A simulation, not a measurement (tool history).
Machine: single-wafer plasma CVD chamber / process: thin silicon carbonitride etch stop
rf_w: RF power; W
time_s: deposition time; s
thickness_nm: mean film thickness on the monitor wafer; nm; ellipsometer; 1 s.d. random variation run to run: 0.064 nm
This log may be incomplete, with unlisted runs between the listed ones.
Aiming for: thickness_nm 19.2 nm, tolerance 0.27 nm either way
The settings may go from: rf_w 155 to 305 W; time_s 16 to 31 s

run,hour,rf_w,time_s,thickness_nm
1,0,230,23.5,14.283
2,6.6,245,24.6,15.267
3,8.8,255,25.4,15.943
4,17.5,285,25.4,16.629
5,18.7,255,25.4,15.897
6,26.9,240,25.4,15.648
7,33.3,250,26.1,16.302
8,35.4,250,26.1,16.28
9,39.1,260,26.6,16.827
10,43.1,270,27,17.355

Consider the 4 candidate settings below. Which is the only one whose results all fall within their allowed miss of target?
A,47.1,290,29.8,?
B,47.1,305,28.8,?
C,47.1,300,27.7,?
D,47.1,300,28.3,?

move,thickness_nm
A,19.561
B,19.225
C,18.389
D,18.788
A: pushes the last run's worst result past its target
B: in spec on every target
C: nearer than the last run, and not there yet
D: nearer than the last run, and not there yet
B is the move that brings every result within its allowed miss.
